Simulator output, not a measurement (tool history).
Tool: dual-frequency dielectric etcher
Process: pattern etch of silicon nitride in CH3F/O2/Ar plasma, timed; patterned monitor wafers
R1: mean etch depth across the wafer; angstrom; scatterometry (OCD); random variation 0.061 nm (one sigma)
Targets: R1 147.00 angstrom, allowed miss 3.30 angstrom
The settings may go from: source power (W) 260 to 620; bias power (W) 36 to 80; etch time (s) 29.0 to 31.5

{"run": 1, "hour": 0.0, "source power (W)": 440, "bias power (W)": 58, "etch time (s)": 31.5, "R1": 194.87}
{"run": 2, "hour": 5.7, "source power (W)": 440, "bias power (W)": 58, "etch time (s)": 29.0, "R1": 179.95}
{"run": 3, "hour": 11.4, "source power (W)": 400, "bias power (W)": 58, "etch time (s)": 29.0, "R1": 171.3}
{"run": 4, "hour": 15.5, "source power (W)": 380, "bias power (W)": 58, "etch time (s)": 29.0, "R1": 166.17}
{"run": 5, "hour": 23.1, "source power (W)": 380, "bias power (W)": 53, "etch time (s)": 29.0, "R1": 162.6}
{"run": 6, "hour": 30.1, "source power (W)": 380, "bias power (W)": 62, "etch time (s)": 29.0, "R1": 171.84}
{"run": 7, "hour": 34.3, "source power (W)": 290, "bias power (W)": 51, "etch time (s)": 29.0, "R1": 136.67}
{"run": 8, "hour": 35.4, "source power (W)": 300, "bias power (W)": 51, "etch time (s)": 29.0, "R1": 140.08}

Which of these 5 next moves meets every target?
{"run": "A", "hour": 36.5, "source power (W)": 260, "bias power (W)": 55, "etch time (s)": 30.0, "R1": "?"}
{"run": "B", "hour": 36.5, "source power (W)": 270, "bias power (W)": 50, "etch time (s)": 29.5, "R1": "?"}
{"run": "C", "hour": 36.5, "source power (W)": 300, "bias power (W)": 45, "etch time (s)": 29.0, "R1": "?"}
{"run": "D", "hour": 36.5, "source power (W)": 290, "bias power (W)": 53, "etch time (s)": 31.0, "R1": "?"}
{"run": "E", "hour": 36.5, "source power (W)": 310, "bias power (W)": 47, "etch time (s)": 29.0, "R1": "?"}

move=A R1=135.16
move=B R1=131.88
move=C R1=133.79
move=D R1=147.78
move=E R1=138.37
A: further off than the last run
B: further off than the last run
C: further off than the last run
D: meets every target
E: further off than the last run
Answer: D
